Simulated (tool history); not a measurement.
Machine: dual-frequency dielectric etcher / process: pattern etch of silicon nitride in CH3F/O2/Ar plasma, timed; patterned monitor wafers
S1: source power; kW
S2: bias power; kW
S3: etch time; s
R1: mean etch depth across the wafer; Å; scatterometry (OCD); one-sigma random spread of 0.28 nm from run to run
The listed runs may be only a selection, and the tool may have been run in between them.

run  hour     S1     S2  S3      R1
  1   0.0  0.420  0.071  85  543.37
  2   5.9  0.400  0.068  85  525.65
  3   9.2  0.380  0.066  85  512.76
  4  11.9  0.380  0.061  85  497.74
  5  14.5  0.450  0.061  85  530.58
  6  22.2  0.430  0.059  85  505.49
  7  26.0  0.420  0.058  85  504.86
  8  33.6  0.410  0.056  85  496.67

Estimate the outcome of run 9 from the log above:
     35.2  -- bias power generator calibrated
  9  35.2  0.400  0.055  85   ?

{"run 9": {"R1": 487.89}}
